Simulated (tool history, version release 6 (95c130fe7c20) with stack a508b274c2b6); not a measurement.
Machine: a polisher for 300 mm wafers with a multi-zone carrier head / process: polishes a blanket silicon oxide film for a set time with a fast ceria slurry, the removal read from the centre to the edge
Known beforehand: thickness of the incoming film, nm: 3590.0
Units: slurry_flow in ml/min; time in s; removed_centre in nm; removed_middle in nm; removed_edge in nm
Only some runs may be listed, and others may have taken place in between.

run,day,slurry_flow,centre_zone,middle_zone,edge_zone,time,removed_centre,removed_middle,removed_edge
1,0,315,1,1,1,85,954.49,1024.1,1009.9
2,0.329,315,1,1.01,1.02,87,977.69,1050.4,1038.8
3,0.617,315,1,1.01,0.95,87,971.33,1036.2,1013.5
4,0.708,315,1,1.01,0.95,79,867.58,951.5,897.39
# day 0.746: slurry nozzle cleaned
5,0.746,315,0.99,1.02,0.97,82,968.42,1059.1,1007.8
6,0.975,315,0.99,1.06,0.97,82,971.4,1069.5,1005.9
7,1.229,310,0.98,1.08,1,83,978.18,1122.9,1053.6
8,1.312,310,0.98,1.08,1,83,976.43,1133.8,1042.3

Predict the results of run 9:
9,1.679,310,0.98,1.08,1.03,85,?,?,?

{"run 9": {"removed_centre": 981.57, "removed_middle": 1137.6, "removed_edge": 1058.9}}
